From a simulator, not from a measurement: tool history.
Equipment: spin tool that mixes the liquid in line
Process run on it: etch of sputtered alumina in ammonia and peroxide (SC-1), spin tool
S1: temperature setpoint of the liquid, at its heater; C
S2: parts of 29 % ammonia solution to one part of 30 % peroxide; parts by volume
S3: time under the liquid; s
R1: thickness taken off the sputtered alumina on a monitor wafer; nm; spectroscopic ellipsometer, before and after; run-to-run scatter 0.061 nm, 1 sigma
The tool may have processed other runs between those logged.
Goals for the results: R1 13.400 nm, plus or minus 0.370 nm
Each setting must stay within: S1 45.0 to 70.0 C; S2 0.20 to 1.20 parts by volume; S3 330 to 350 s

run 1 day=0.000 | S1=61.0 S2=0.70 S3=330 | R1=25.652
run 2 day=0.304 | S1=61.0 S2=0.70 S3=350 | R1=27.316
run 3 day=0.400 | S1=57.5 S2=0.70 S3=350 | R1=22.613
run 4 day=0.621 | S1=52.5 S2=0.70 S3=350 | R1=17.320
run 5 day=0.846 | S1=51.5 S2=0.70 S3=350 | R1=16.574
run 6 day=1.088 | S1=50.5 S2=0.70 S3=350 | R1=15.453
run 7 day=1.388 | S1=50.0 S2=0.70 S3=350 | R1=15.204
run 8 day=1.592 | S1=47.0 S2=0.70 S3=350 | R1=12.909

Which one of the following 4 next-run settings gets every result inside its allowed miss? There is exactly one.
run A day=1.796 | S1=48.0 S2=0.65 S3=345 | R1=?
run B day=1.796 | S1=45.5 S2=0.60 S3=350 | R1=?
run C day=1.796 | S1=46.5 S2=0.75 S3=345 | R1=?
run D day=1.796 | S1=47.0 S2=0.80 S3=335 | R1=?

move=A R1=13.326
move=B R1=11.657
move=C R1=12.420
move=D R1=12.480
A: every result lands within tolerance
B: the biggest miss grows against the last run
C: the biggest miss grows against the last run
D: the biggest miss grows against the last run
Go with A: it meets all targets.

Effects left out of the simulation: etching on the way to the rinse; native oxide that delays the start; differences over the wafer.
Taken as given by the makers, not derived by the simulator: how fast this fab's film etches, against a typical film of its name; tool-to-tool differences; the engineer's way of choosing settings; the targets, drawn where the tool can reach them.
